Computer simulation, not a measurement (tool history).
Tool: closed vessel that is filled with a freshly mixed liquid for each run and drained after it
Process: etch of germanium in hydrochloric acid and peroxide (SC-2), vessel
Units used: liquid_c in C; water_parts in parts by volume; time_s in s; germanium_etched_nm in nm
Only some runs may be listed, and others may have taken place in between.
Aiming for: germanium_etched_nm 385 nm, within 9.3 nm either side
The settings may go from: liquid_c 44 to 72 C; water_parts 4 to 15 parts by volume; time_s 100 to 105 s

| run | hour | liquid_c | water_parts | time_s | germanium_etched_nm |
|---|---|---|---|---|---|
| 1 | 0 | 60 | 8.5 | 100 | 283.54 |
| 2 | 2.6 | 65 | 8.5 | 100 | 330.07 |
| 3 | 5 | 65 | 8.5 | 105 | 344.95 |
| 4 | 8.4 | 66.5 | 8.5 | 105 | 359.24 |
| 5 | 14.3 | 60.5 | 8.5 | 105 | 303.54 |
| 6 | 15.4 | 63 | 8.5 | 105 | 326.38 |
| 7 | 17.8 | 63 | 8.5 | 105 | 326.01 |
| 8 | 18.6 | 65 | 8.5 | 105 | 346.53 |
| 9 | 21.8 | 66 | 8.5 | 105 | 356.23 |
| 10 | 29.9 | 67 | 8.5 | 105 | 365.77 |

Exactly one of the 4 candidate moves below puts every result within its allowed miss. Which one?
| A | 38 | 67 | 5.5 | 100 | ? |
| B | 38 | 67 | 10 | 105 | ? |
| C | 38 | 68.5 | 12.5 | 105 | ? |
| D | 38 | 72 | 11.5 | 100 | ? |

| move | germanium_etched_nm |
|---|---|
| A | 361.5 |
| B | 361.74 |
| C | 365.8 |
| D | 388 |
A: lands further from the targets than the last run did
B: lands further from the targets than the last run did
C: about as far from the targets as the last run
D: all results in spec
Go with D: it meets all targets.
